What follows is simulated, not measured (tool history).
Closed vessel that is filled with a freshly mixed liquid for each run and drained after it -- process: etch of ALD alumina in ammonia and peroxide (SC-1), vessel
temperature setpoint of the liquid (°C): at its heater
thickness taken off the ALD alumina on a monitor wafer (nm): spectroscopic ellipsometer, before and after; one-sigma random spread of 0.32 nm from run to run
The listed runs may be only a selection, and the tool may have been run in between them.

| run | hour | temperature setpoint of the liquid (°C) | parts of 29 % ammonia solution to one part of 30 % peroxide (parts by volume) | time in the liquid (s) | thickness taken off the ALD alumina on a monitor wafer (nm) |
|---|---|---|---|---|---|
| 1 | 0 | 54 | 0.5 | 260 | 23.167 |
| 2 | 7.6 | 58.5 | 0.5 | 260 | 29.97 |
| 3 | 13.4 | 58.5 | 0.4 | 260 | 28.953 |
| 4 | 19.8 | 61.5 | 0.4 | 260 | 33.481 |
|  | 25.8 | new drum of ammonia solution connected |
| 5 | 25.8 | 61.5 | 0.4 | 280 | 36.623 |
| 6 | 26.5 | 63.5 | 0.4 | 280 | 40.801 |

What does the tool deliver on the next run?
| 7 | 32 | 63.5 | 0.4 | 280 | ? |

{"run 7": {"thickness taken off the ALD alumina on a monitor wafer (nm)": 40.404}}

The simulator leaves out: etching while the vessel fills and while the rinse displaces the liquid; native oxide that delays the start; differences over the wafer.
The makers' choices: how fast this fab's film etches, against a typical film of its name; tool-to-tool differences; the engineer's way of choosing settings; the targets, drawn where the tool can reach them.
